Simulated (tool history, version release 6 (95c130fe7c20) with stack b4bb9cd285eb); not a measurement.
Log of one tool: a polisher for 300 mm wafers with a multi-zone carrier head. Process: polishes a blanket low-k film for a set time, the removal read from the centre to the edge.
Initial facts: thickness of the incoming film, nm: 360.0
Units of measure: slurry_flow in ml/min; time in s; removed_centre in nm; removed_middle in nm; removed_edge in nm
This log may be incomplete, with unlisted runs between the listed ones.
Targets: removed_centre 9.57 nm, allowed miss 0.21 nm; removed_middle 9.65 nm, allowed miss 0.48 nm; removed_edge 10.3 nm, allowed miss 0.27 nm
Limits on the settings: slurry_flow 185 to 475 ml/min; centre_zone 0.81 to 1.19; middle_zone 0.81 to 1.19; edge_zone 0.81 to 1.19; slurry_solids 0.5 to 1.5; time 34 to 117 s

run	hour	slurry_flow	centre_zone	middle_zone	edge_zone	slurry_solids	time	removed_centre	removed_middle	removed_edge
1	0	305	1	1	1	1	75	18.052	20.205	20.583
2	0.9	305	1.09	1	1	1	75	19.491	20.261	20.384
3	6.5	305	1.09	0.96	1	1	75	19.428	20.07	20.698
4	7.7	305	1.09	0.96	1	1	88	23.127	23.034	23.93
5	15.6	305	1.09	0.96	1	1	96	25.01	24.936	25.907
6	23.7	305	1.06	0.96	1	1	96	24.342	25.401	26.169
7	25.3	305	1.06	0.96	1	1	96	24.133	25.652	26.177
8	28.1	305	1.05	0.94	0.97	0.9	82	19.3	19.347	20.389
9	32.3	300	1.01	0.94	0.94	0.8	75	15.123	15.924	16.667
10	37.6	300	1	0.92	0.91	0.75	72	13.501	14.343	14.751
11	46.4	300	0.99	0.89	0.89	0.7	71	12.283	12.559	13.409
12	55.2	310	0.98	0.88	0.87	0.65	70	10.866	11.85	12.006
13	59.9	295	0.98	0.86	0.86	0.65	70	10.951	10.922	11.841
14	66.5	250	0.95	0.88	0.81	0.5	67	6.2857	6.7145	6.941
15	69.3	335	0.95	0.83	0.82	0.5	65	6.3252	6.5657	6.9105
16	71.1	305	0.98	0.86	0.85	0.5	64	6.4112	6.4741	6.87
17	79.6	330	1	0.89	0.92	0.55	64	7.8883	8.3384	8.5898
18	80.3	345	1.02	0.89	0.96	0.55	64	8.1515	8.347	8.9804
19	86.8	350	1.04	0.91	0.99	0.55	64	8.1907	8.4668	9.0649
# hour 94.9: centre zone pressure recalibrated
20	94.9	330	1.06	0.93	1.01	0.55	64	9.1691	8.6518	9.0202
21	96.2	330	1.06	0.93	1.01	0.55	64	9.2136	8.3024	9.0482
22	104.4	330	1.04	0.95	1.03	0.55	64	9.0302	8.7163	9.1701
23	109	325	1.02	0.96	1.05	0.55	64	8.8094	8.6776	9.1545
24	111.1	320	1.01	0.96	1.06	0.55	64	8.6741	8.806	9.2385
25	118.3	305	1	0.96	1.07	0.55	64	8.6145	8.7008	9.1799
26	119.9	300	1	0.96	1.08	0.55	64	8.5247	8.5938	9.335

4 next moves are on the table. One of them brings every result within its allowed miss. Which?
A	121.5	315	0.9	1	0.97	0.65	58	?	?	?
B	121.5	255	1.04	1	1.13	0.6	61	?	?	?
C	121.5	415	0.87	1.04	1.08	0.65	58	?	?	?
D	121.5	250	1.06	0.99	1.11	0.6	62	?	?	?

move	removed_centre	removed_middle	removed_edge
A	9.1516	10.605	10.331
B	9.684	9.7173	10.194
C	9.0814	11.227	11.018
D	10.004	9.7671	10.258
A: closer than the last run, but not yet in spec
B: every result lands within tolerance
C: closer than the last run, but not yet in spec
D: moves the result that the last run missed by most past its target, out the other side
B meets every target.
